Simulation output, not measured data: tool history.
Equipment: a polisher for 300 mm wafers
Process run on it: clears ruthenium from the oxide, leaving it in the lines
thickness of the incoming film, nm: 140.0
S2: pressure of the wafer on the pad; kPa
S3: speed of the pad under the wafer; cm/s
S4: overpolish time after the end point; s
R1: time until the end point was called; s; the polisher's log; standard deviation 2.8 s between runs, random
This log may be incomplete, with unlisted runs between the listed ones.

{"run": 1, "hour": 0.0, "flow of slurry (ml/min)": 245, "S2": 13.8, "S3": 86, "S4": 14, "R1": 171.36}
{"run": 2, "hour": 3.2, "flow of slurry (ml/min)": 245, "S2": 13.1, "S3": 86, "S4": 14, "R1": 178.53}
{"run": 3, "hour": 10.6, "flow of slurry (ml/min)": 245, "S2": 15.2, "S3": 86, "S4": 14, "R1": 159.24}
{"run": 4, "hour": 15.9, "flow of slurry (ml/min)": 200, "S2": 15.2, "S3": 86, "S4": 14, "R1": 160.62}
{"run": 5, "hour": 19.8, "flow of slurry (ml/min)": 200, "S2": 13.8, "S3": 86, "S4": 14, "R1": 178.48}
{"run": 6, "hour": 25.5, "flow of slurry (ml/min)": 200, "S2": 12.4, "S3": 86, "S4": 14, "R1": 191.38}

Estimate the outcome of run 7 from the log above:
{"run": 7, "hour": 29.8, "flow of slurry (ml/min)": 200, "S2": 11.7, "S3": 86, "S4": 14, "R1": "?"}

Run 7 gave R1 199.46 s.

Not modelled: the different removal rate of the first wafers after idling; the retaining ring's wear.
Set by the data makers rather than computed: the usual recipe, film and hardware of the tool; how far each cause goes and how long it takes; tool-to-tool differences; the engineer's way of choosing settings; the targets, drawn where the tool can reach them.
